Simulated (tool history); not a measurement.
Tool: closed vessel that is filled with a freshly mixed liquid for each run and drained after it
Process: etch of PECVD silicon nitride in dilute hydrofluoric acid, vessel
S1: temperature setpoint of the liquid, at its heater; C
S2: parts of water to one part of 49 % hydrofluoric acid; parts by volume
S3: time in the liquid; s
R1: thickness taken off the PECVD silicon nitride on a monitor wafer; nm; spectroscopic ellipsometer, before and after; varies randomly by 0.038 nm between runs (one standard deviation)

Run 1, hour 0.0: S1 25.0 C, S2 205 parts by volume, S3 400 s. Result: R1 6.4541 nm.
Run 2, hour 7.5: S1 25.0 C, S2 180 parts by volume, S3 400 s. Result: R1 7.3445 nm.
Run 3, hour 8.8: S1 25.0 C, S2 135 parts by volume, S3 400 s. Result: R1 9.6854 nm.
Run 4, hour 12.2: S1 21.5 C, S2 135 parts by volume, S3 400 s. Result: R1 7.7772 nm.
Run 5, hour 14.7: S1 21.5 C, S2 80 parts by volume, S3 400 s. Result: R1 12.8320 nm.
Run 6, hour 21.9: S1 23.0 C, S2 80 parts by volume, S3 400 s. Result: R1 14.2380 nm.
Run 7, hour 23.6: S1 21.0 C, S2 80 parts by volume, S3 400 s. Result: R1 12.4590 nm.
Run 8, hour 27.4: S1 21.0 C, S2 80 parts by volume, S3 400 s. Result: R1 12.5170 nm.
Run 9, hour 32.5: S1 19.5 C, S2 85 parts by volume, S3 400 s. Result: R1 10.5960 nm.

Estimate the outcome of run 10 from the log above:
Run 10, hour 35.4: S1 19.0 C, S2 85 parts by volume, S3 400 s. Result: R1 ?.

Run 10 came out at R1 10.2010 nm.

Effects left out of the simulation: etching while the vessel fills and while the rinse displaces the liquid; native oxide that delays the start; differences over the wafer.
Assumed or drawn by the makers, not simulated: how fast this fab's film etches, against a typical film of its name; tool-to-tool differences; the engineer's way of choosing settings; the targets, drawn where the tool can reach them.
